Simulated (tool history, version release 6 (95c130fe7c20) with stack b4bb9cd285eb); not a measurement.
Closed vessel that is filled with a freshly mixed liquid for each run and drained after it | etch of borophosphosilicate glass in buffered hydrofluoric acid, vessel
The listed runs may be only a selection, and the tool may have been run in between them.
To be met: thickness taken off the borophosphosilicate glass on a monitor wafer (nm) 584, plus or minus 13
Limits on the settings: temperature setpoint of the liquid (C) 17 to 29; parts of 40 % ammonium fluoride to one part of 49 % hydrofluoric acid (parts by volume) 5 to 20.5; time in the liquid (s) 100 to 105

run,hour,temperature setpoint of the liquid (C),parts of 40 % ammonium fluoride to one part of 49 % hydrofluoric acid (parts by volume),time in the liquid (s),thickness taken off the borophosphosilicate glass on a monitor wafer (nm)
1,0,21,12.5,100,266.65
2,1.7,23.5,11,100,344.42
3,7.6,26.5,11,100,404.2
4,13.3,26.5,11,105,427.22
5,20.7,27.5,10,105,490.77
6,23.4,27.5,10,105,490.3
7,24.9,28,9.5,105,522.45
8,26.6,28.5,9,105,550.97
9,30.2,29,8.5,105,605.83
10,31.9,29,8.5,105,613.08

4 candidate next runs follow, results not yet known. Just one meets every target within its allowed miss. Identify it.
A,33.6,29,8,105,?
B,33.6,29,7.5,105,?
C,33.6,27.5,7.5,105,?
D,33.6,28.5,8.5,105,?

move,thickness taken off the borophosphosilicate glass on a monitor wafer (nm)
A,649.9
B,697.33
C,644.64
D,592.56
A: its largest miss is bigger than the last run's
B: its largest miss is bigger than the last run's
C: its largest miss is bigger than the last run's
D: all results land within tolerance of their targets
The move that meets every target is D.

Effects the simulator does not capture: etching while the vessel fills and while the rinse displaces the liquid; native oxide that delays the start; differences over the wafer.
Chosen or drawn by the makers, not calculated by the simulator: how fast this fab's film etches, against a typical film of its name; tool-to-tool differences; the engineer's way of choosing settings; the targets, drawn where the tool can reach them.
